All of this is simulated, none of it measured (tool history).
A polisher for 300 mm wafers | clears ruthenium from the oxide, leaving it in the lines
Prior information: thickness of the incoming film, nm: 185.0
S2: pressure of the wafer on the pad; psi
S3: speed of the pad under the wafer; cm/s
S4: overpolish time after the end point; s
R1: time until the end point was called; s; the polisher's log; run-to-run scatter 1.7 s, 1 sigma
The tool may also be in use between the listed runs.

Run 1, day 0.000: flow of slurry (ml/min) 225, S2 2.6 psi, S3 92 cm/s, S4 7 s. Result: R1 139.87 s.
Run 2, day 0.100: flow of slurry (ml/min) 255, S2 2.6 psi, S3 92 cm/s, S4 7 s. Result: R1 136.98 s.
Run 3, day 0.358: flow of slurry (ml/min) 255, S2 2.7 psi, S3 92 cm/s, S4 7 s. Result: R1 131.69 s.
Run 4, day 0.654: flow of slurry (ml/min) 255, S2 2.8 psi, S3 92 cm/s, S4 7 s. Result: R1 126.07 s.
Run 5, day 0.988: flow of slurry (ml/min) 255, S2 2.6 psi, S3 92 cm/s, S4 7 s. Result: R1 137.12 s.
Run 6, day 1.329: flow of slurry (ml/min) 255, S2 2.6 psi, S3 92 cm/s, S4 7 s. Result: R1 141.18 s.

Expected results for the next run?
Run 7, day 1.650: flow of slurry (ml/min) 255, S2 2.7 psi, S3 92 cm/s, S4 7 s. Result: R1 ?.

R1: 132.87 s
